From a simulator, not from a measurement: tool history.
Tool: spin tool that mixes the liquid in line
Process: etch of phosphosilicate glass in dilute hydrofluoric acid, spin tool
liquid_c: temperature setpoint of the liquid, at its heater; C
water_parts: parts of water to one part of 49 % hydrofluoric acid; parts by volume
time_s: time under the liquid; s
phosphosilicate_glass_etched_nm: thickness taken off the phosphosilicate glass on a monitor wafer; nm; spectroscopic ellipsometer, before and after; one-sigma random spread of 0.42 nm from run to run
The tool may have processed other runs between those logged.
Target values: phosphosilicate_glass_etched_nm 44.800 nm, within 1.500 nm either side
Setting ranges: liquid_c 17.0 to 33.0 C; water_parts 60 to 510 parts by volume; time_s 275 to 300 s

run	hour	liquid_c	water_parts	time_s	phosphosilicate_glass_etched_nm
1	0.0	25.0	285	275	57.206
2	7.9	22.0	285	275	52.341
3	14.7	21.0	285	275	50.509
4	18.2	21.0	285	275	49.951
5	25.0	20.5	285	275	50.256
6	29.9	20.0	285	275	48.516
7	37.2	19.5	285	275	46.954
8	44.6	19.0	285	275	46.568

Consider the 5 candidate settings below. Which is the only one whose results all fall within their allowed miss of target?
A	52.0	19.0	300	300	?
B	52.0	18.5	295	300	?
C	52.0	20.5	290	275	?
D	52.0	17.5	305	300	?
E	52.0	19.0	285	285	?

move	phosphosilicate_glass_etched_nm
A	48.075
B	48.200
C	48.601
D	44.525
E	48.713
A: lands further from the targets than the last run did
B: lands further from the targets than the last run did
C: lands further from the targets than the last run did
D: every result within its allowed miss
E: lands further from the targets than the last run did
Answer: D
